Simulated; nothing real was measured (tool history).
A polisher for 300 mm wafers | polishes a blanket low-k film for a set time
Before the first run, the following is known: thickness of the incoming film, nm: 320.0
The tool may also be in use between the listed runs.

| run | hour | flow of slurry (ml/min) | pressure of the wafer on the pad (kPa) | speed of the pad under the wafer (cm/s) | abrasive content of the slurry | polishing time (s) | film removed (nm) |
|---|---|---|---|---|---|---|---|
| 1 | 0 | 230 | 13.1 | 80 | 1 | 48 | 14.851 |
| 2 | 2.8 | 200 | 13.1 | 80 | 1 | 48 | 14.558 |
| 3 | 4 | 200 | 13.1 | 100 | 1 | 48 | 15.938 |
| 4 | 5.1 | 160 | 13.1 | 100 | 1 | 48 | 16.19 |
| 5 | 12.5 | 160 | 13.1 | 86 | 1 | 48 | 14.563 |
| 6 | 15.9 | 155 | 11 | 74 | 0.95 | 48 | 11.15 |
| 7 | 17.2 | 155 | 9.7 | 66 | 0.95 | 48 | 9.4224 |

Estimate the outcome of run 8 from the log above:
| 8 | 26 | 155 | 9 | 60 | 0.95 | 48 | ? |

{"run 8": {"film removed (nm)": 8.5506}}

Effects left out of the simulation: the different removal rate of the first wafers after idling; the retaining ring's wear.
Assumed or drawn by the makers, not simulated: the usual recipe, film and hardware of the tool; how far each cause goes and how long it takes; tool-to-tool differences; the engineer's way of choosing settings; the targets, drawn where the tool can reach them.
